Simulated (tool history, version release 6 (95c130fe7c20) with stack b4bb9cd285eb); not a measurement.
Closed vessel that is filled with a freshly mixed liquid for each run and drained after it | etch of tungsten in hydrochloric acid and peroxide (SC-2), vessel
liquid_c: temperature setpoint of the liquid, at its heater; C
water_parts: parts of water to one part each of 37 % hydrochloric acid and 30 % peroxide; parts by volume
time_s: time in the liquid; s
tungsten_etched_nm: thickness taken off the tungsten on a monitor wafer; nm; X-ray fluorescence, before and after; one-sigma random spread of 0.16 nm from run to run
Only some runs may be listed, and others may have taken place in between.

{"run": 1, "hour": 0.0, "liquid_c": 51.0, "water_parts": 8.0, "time_s": 30, "tungsten_etched_nm": 12.967}
{"run": 2, "hour": 1.9, "liquid_c": 52.0, "water_parts": 8.0, "time_s": 30, "tungsten_etched_nm": 13.493}
{"run": 3, "hour": 9.9, "liquid_c": 53.0, "water_parts": 8.0, "time_s": 30, "tungsten_etched_nm": 14.771}
{"run": 4, "hour": 16.6, "liquid_c": 53.0, "water_parts": 8.0, "time_s": 30, "tungsten_etched_nm": 14.695}
{"run": 5, "hour": 19.7, "liquid_c": 53.0, "water_parts": 8.0, "time_s": 30, "tungsten_etched_nm": 14.731}
{"run": 6, "hour": 27.0, "liquid_c": 59.0, "water_parts": 8.0, "time_s": 30, "tungsten_etched_nm": 21.721}
{"run": 7, "hour": 28.7, "liquid_c": 58.0, "water_parts": 8.0, "time_s": 30, "tungsten_etched_nm": 20.209}
{"run": 8, "hour": 37.4, "liquid_c": 57.5, "water_parts": 8.0, "time_s": 30, "tungsten_etched_nm": 19.82}
{"run": 9, "hour": 42.4, "liquid_c": 57.0, "water_parts": 8.0, "time_s": 30, "tungsten_etched_nm": 19.294}

Expected results for the next run?
{"run": 10, "hour": 50.8, "liquid_c": 56.5, "water_parts": 8.0, "time_s": 30, "tungsten_etched_nm": "?"}

{"run 10": {"tungsten_etched_nm": 18.251}}
